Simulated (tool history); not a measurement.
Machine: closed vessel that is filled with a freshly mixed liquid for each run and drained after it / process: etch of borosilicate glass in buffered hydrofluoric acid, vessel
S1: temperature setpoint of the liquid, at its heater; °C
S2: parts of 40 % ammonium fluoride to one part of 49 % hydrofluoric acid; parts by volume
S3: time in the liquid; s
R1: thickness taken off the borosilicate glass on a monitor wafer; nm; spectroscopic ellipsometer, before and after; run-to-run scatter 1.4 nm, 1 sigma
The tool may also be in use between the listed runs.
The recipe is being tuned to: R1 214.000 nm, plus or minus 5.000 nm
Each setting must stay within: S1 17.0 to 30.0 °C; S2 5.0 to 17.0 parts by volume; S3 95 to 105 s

| run | hour | S1 | S2 | S3 | R1 |
|---|---|---|---|---|---|
| 1 | 0.0 | 22.0 | 10.5 | 95 | 88.405 |
| 2 | 4.9 | 22.0 | 9.5 | 95 | 96.897 |
| 3 | 11.7 | 23.5 | 8.5 | 95 | 114.730 |
| 4 | 17.8 | 25.0 | 8.0 | 95 | 131.600 |
|  | 26.3 | hydrofluoric acid flow meter replaced |
| 5 | 26.3 | 26.0 | 7.5 | 95 | 164.100 |
| 6 | 32.0 | 26.5 | 7.5 | 95 | 168.820 |
| 7 | 37.5 | 27.0 | 7.5 | 95 | 175.290 |
| 8 | 45.6 | 27.5 | 7.5 | 95 | 177.540 |
| 9 | 51.0 | 28.0 | 7.5 | 95 | 182.780 |

Exactly one of the 4 candidate moves below puts every result within its allowed miss. Which one?
| A | 56.4 | 27.5 | 6.5 | 100 | ? |
| B | 56.4 | 26.0 | 6.0 | 95 | ? |
| C | 56.4 | 27.5 | 7.0 | 100 | ? |
| D | 56.4 | 29.0 | 7.0 | 95 | ? |

| move | R1 |
|---|---|
| A | 214.290 |
| B | 202.210 |
| C | 200.560 |
| D | 205.960 |
A: in spec on every target
B: closes in on the targets versus the last run, not all within tolerance yet
C: closes in on the targets versus the last run, not all within tolerance yet
D: closes in on the targets versus the last run, not all within tolerance yet
A is the move that brings every result within its allowed miss.

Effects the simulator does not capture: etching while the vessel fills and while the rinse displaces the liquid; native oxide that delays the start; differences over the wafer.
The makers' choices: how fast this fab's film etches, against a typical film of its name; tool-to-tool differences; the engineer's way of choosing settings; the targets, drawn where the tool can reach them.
